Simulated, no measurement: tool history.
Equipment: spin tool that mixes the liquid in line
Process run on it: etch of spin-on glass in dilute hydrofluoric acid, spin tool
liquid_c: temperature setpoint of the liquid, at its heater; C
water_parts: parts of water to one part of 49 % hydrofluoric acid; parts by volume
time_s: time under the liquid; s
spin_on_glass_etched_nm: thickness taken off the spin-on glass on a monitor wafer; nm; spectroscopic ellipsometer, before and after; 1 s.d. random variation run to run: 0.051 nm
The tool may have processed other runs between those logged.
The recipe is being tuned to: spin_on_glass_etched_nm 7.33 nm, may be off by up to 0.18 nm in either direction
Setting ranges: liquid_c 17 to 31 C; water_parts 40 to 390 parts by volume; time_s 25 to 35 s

Run 1, day 0: liquid_c 23 C, water_parts 215 parts by volume, time_s 35 s. Result: spin_on_glass_etched_nm 3.4503 nm.
Run 2, day 0.233: liquid_c 19.5 C, water_parts 215 parts by volume, time_s 35 s. Result: spin_on_glass_etched_nm 2.9638 nm.
Run 3, day 0.412: liquid_c 23 C, water_parts 190 parts by volume, time_s 35 s. Result: spin_on_glass_etched_nm 3.9736 nm.
Run 4, day 0.725: liquid_c 26.5 C, water_parts 190 parts by volume, time_s 35 s. Result: spin_on_glass_etched_nm 4.555 nm.
Run 5, day 0.854: liquid_c 28 C, water_parts 175 parts by volume, time_s 35 s. Result: spin_on_glass_etched_nm 5.3381 nm.
Run 6, day 1.071: liquid_c 29 C, water_parts 165 parts by volume, time_s 35 s. Result: spin_on_glass_etched_nm 5.7886 nm.
Run 7, day 1.342: liquid_c 29.5 C, water_parts 155 parts by volume, time_s 35 s. Result: spin_on_glass_etched_nm 6.4028 nm.
Run 8, day 1.571: liquid_c 30 C, water_parts 150 parts by volume, time_s 35 s. Result: spin_on_glass_etched_nm 6.8414 nm.
Run 9, day 1.888: liquid_c 30.5 C, water_parts 150 parts by volume, time_s 35 s. Result: spin_on_glass_etched_nm 7.0435 nm.
Run 10, day 2.133: liquid_c 30.5 C, water_parts 150 parts by volume, time_s 35 s. Result: spin_on_glass_etched_nm 6.9811 nm.

Pick the move, out of 5, that brings all results within their allowed miss; only one does.
Run A, day 2.379: liquid_c 26.5 C, water_parts 140 parts by volume, time_s 35 s. Result: spin_on_glass_etched_nm ?.
Run B, day 2.379: liquid_c 31 C, water_parts 115 parts by volume, time_s 25 s. Result: spin_on_glass_etched_nm ?.
Run C, day 2.379: liquid_c 31 C, water_parts 140 parts by volume, time_s 35 s. Result: spin_on_glass_etched_nm ?.
Run D, day 2.379: liquid_c 31 C, water_parts 155 parts by volume, time_s 35 s. Result: spin_on_glass_etched_nm ?.
Run E, day 2.379: liquid_c 31 C, water_parts 145 parts by volume, time_s 35 s. Result: spin_on_glass_etched_nm ?.

move  spin_on_glass_etched_nm
   A                   6.5176
   B                   6.9209
   C                   7.6882
   D                   6.8055
   E                    7.373
A: its largest miss is bigger than the last run's
B: its largest miss is bigger than the last run's
C: takes the result that was furthest off past its target
D: its largest miss is bigger than the last run's
E: each result inside its tolerance
E meets every target.

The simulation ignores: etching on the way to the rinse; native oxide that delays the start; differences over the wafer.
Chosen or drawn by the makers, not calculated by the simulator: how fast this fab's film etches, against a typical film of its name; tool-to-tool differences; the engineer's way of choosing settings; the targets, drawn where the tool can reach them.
